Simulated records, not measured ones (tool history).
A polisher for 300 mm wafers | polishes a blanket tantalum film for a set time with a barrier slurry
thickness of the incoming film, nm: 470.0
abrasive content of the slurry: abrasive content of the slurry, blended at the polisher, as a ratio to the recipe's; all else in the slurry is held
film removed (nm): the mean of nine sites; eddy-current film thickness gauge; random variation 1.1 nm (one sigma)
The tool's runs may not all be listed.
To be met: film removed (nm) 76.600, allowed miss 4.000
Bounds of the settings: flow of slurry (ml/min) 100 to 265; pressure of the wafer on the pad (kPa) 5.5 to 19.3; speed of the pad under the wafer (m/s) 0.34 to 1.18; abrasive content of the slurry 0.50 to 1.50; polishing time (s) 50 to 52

run  hour  flow of slurry (ml/min)  pressure of the wafer on the pad (kPa)  speed of the pad under the wafer (m/s)  abrasive content of the slurry  polishing time (s)  film removed (nm)
  1   0.0                      170                                    12.4                                    0.76                            1.00                  50             46.843
  2   4.4                      170                                    13.8                                    0.76                            1.00                  50             52.138
  3  11.2                      170                                    15.2                                    0.76                            1.00                  50             57.135
  4  12.8                      170                                    15.9                                    0.76                            1.00                  50             57.654
  5  14.2                      170                                    16.5                                    0.78                            1.00                  50             61.671
  6  21.1                      170                                    16.5                                    0.78                            0.90                  50             60.051
  7  24.8                      170                                    17.2                                    0.80                            0.90                  50             65.403
  8  27.1                      170                                    17.9                                    0.80                            0.90                  50             67.668
  9  32.5                      170                                    18.6                                    0.80                            0.90                  50             70.095

4 next moves are on the table. One of them brings every result within its allowed miss. Which?
  A  37.9                      185                                    19.3                                    0.80                            0.95                  51                  ?
  B  37.9                      145                                    16.5                                    1.06                            1.00                  52                  ?
  C  37.9                      205                                    18.6                                    0.94                            0.95                  51                  ?
  D  37.9                      205                                    17.9                                    0.72                            0.85                  50                  ?

move  film removed (nm)
   A             76.045
   B             85.977
   C             86.106
   D             61.509
A: meets every target
B: takes the result that was furthest off past its target
C: takes the result that was furthest off past its target
D: further off than the last run
The right move is A.
